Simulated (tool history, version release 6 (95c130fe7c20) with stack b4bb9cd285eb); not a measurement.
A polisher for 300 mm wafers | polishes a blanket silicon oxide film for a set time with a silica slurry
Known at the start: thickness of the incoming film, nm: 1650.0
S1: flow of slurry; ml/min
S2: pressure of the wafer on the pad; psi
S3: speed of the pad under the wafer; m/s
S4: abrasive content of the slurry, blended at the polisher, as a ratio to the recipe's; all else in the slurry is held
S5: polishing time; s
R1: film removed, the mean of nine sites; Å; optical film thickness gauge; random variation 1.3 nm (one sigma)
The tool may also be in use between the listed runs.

Run 1, hour 0.0: S1 220 ml/min, S2 4.0 psi, S3 1.20 m/s, S4 1.0, S5 74 s. Result: R1 2060.8 Å.
Run 2, hour 5.3: S1 220 ml/min, S2 4.0 psi, S3 1.42 m/s, S4 1.0, S5 74 s. Result: R1 2379.2 Å.
Run 3, hour 13.4: S1 260 ml/min, S2 4.0 psi, S3 1.42 m/s, S4 1.0, S5 74 s. Result: R1 2444.9 Å.
Run 4, hour 19.2: S1 260 ml/min, S2 4.5 psi, S3 1.42 m/s, S4 1.0, S5 74 s. Result: R1 2723.6 Å.
Run 5, hour 23.6: S1 260 ml/min, S2 4.5 psi, S3 1.30 m/s, S4 1.0, S5 74 s. Result: R1 2515.7 Å.
Run 6, hour 26.4: S1 255 ml/min, S2 4.0 psi, S3 1.30 m/s, S4 1.0, S5 74 s. Result: R1 2252.4 Å.

Forecast run 7:
Run 7, hour 31.9: S1 245 ml/min, S2 3.7 psi, S3 1.30 m/s, S4 1.0, S5 74 s. Result: R1 ?.

Run 7 gave R1 2072.7 Å.
